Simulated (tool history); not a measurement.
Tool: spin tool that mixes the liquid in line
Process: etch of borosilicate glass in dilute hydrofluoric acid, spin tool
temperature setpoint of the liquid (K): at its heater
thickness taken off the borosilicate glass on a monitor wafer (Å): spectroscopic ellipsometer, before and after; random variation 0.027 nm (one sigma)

run,hour,temperature setpoint of the liquid (K),parts of water to one part of 49 % hydrofluoric acid (parts by volume),time under the liquid (s),thickness taken off the borosilicate glass on a monitor wafer (Å)
1,0,298.15,260,45,52.246
2,1.6,298.15,260,45,52.291
3,4.2,300.65,260,45,56.743
4,5.8,301.65,255,45,60.414
5,9.5,303.15,255,45,63.03
6,13.8,303.65,255,45,64.127
7,14.5,304.15,255,45,65.554
8,22.3,304.65,255,45,66.223

The next listed run, before its measurement:
9,31,305.15,255,45,?

thickness taken off the borosilicate glass on a monitor wafer (Å): 67.563
